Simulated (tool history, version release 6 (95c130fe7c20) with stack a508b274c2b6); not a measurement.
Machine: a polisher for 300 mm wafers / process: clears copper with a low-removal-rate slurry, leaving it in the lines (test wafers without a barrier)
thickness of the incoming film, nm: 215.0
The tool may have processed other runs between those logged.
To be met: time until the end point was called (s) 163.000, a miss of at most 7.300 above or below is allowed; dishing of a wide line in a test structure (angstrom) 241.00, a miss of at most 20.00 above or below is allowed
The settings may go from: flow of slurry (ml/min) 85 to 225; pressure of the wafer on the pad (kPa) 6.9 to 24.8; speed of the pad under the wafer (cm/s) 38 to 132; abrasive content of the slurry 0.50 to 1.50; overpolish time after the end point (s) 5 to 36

run    day  flow of slurry (ml/min)  pressure of the wafer on the pad (kPa)  speed of the pad under the wafer (cm/s)  abrasive content of the slurry  overpolish time after the end point (s)  time until the end point was called (s)  dishing of a wide line in a test structure (angstrom)
  1  0.000                      145                                    15.9                                       84                            1.00                                       18                                  124.230                                                 221.10
  2  0.117                      145                                    17.2                                       84                            1.00                                       18                                  112.210                                                 246.12
  3  0.367                      145                                    17.2                                       92                            1.00                                       18                                  102.650                                                 260.55
  4  0.408                      145                                    21.4                                       92                            1.00                                       18                                   86.339                                                 317.57
  5  0.721                      145                                    18.6                                       90                            1.00                                       20                                   98.567                                                 300.21
  6  0.929                      145                                    16.5                                       88                            1.00                                       21                                  110.900                                                 270.45
  7  1.154                      145                                    15.2                                       86                            1.00                                       23                                  124.270                                                 279.60
  8  1.475                      145                                    14.5                                       86                            1.00                                       24                                  128.580                                                 265.09
  9  1.804                      145                                    13.8                                       86                            1.00                                       25                                  136.790                                                 266.39
 10  2.171                      145                                    13.1                                       86                            1.00                                       25                                  143.260                                                 257.48
 11  2.542                      145                                    13.1                                       86                            1.00                                       25                                  142.970                                                 252.01
 12  2.600                      145                                    12.4                                       86                            1.00                                       25                                  150.260                                                 238.54

Which one of the following 5 next-run settings gets every result inside its allowed miss? There is exactly one.
  A  2.658                      135                                    14.5                                       72                            1.20                                       22                                        ?                                                      ?
  B  2.658                      160                                    11.7                                       96                            1.00                                       23                                        ?                                                      ?
  C  2.658                      175                                     9.7                                       90                            1.00                                       31                                        ?                                                      ?
  D  2.658                      175                                    10.3                                       92                            1.15                                       27                                        ?                                                      ?
  E  2.658                      150                                    13.8                                       84                            1.00                                       23                                        ?                                                      ?

move  time until the end point was called (s)  dishing of a wide line in a test structure (angstrom)
   A                                  149.840                                                 226.36
   B                                  146.580                                                 237.75
   C                                  184.230                                                 249.87
   D                                  164.230                                                 245.93
   E                                  141.650                                                 247.16
A: just as far off the targets as the last run
B: the biggest miss grows against the last run
C: takes the biggest miss from the last run beyond its target
D: all results land within tolerance of their targets
E: the biggest miss grows against the last run
So the answer is move D, the one that meets all the targets.

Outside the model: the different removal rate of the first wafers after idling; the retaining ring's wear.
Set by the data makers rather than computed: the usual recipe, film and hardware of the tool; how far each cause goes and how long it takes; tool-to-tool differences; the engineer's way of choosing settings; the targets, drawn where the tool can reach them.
